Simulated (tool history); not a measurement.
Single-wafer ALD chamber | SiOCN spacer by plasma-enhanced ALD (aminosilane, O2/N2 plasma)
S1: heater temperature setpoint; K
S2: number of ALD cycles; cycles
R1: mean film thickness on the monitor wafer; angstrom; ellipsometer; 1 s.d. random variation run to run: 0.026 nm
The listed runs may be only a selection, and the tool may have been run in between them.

run	day	S1	S2	R1
1	0.000	678.15	82	48.406
2	0.075	680.15	81	48.033
3	0.317	680.15	92	54.443
4	0.362	681.15	89	52.301
5	0.504	681.15	94	55.394
6	0.871	676.15	94	56.102
7	1.183	677.15	90	53.545

What does the tool deliver on the next run?
8	1.325	679.15	87	?

R1: 51.099 angstrom
